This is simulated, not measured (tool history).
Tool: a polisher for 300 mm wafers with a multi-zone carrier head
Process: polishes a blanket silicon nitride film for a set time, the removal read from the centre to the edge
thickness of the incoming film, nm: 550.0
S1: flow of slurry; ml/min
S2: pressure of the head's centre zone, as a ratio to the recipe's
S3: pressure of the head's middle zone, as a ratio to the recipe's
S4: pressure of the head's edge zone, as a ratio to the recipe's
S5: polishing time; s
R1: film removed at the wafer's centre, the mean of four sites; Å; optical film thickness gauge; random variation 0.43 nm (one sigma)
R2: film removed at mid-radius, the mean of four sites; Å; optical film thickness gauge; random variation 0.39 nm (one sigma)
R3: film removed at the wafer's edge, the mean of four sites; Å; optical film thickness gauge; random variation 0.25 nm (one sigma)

run 1 hour=0 | S1=140 S2=1 S3=1 S4=1 S5=32 | R1=523.46 R2=556.04 R3=563.58
run 2 hour=7.2 | S1=125 S2=1 S3=1 S4=1 S5=32 | R1=517.86 R2=539.51 R3=554.6
run 3 hour=7.9 | S1=120 S2=1 S3=0.98 S4=0.97 S5=30 | R1=486.82 R2=505.82 R3=508.03
run 4 hour=11.8 | S1=115 S2=1 S3=0.95 S4=0.96 S5=28 | R1=436.54 R2=453.84 R3=474.48
run 5 hour=13.1 | S1=115 S2=1.06 S3=0.95 S4=0.96 S5=28 | R1=476.93 R2=449.44 R3=472.85
-- hour=21.6 centre zone pressure recalibrated
run 6 hour=21.6 | S1=115 S2=0.99 S3=0.95 S4=0.96 S5=28 | R1=484.54 R2=450.69 R3=468.9
run 7 hour=25.3 | S1=115 S2=0.99 S3=0.95 S4=0.96 S5=28 | R1=485.71 R2=452.62 R3=477.19
run 8 hour=27.6 | S1=110 S2=1 S3=0.95 S4=0.97 S5=26 | R1=463.81 R2=411.27 R3=440.19
run 9 hour=29.9 | S1=90 S2=0.93 S3=0.91 S4=0.88 S5=20 | R1=299.99 R2=288.25 R3=310.81
run 10 hour=33.5 | S1=100 S2=0.94 S3=0.91 S4=0.88 S5=20 | R1=322.26 R2=297.61 R3=318.6
run 11 hour=41 | S1=105 S2=0.94 S3=0.91 S4=0.89 S5=20 | R1=324.91 R2=301.83 R3=324.11

The next listed run, before its measurement:
run 12 hour=49.3 | S1=110 S2=0.94 S3=0.91 S4=0.9 S5=20 | R1=? R2=? R3=?

{"run 12": {"R1": 326.45, "R2": 303.65, "R3": 330.87}}
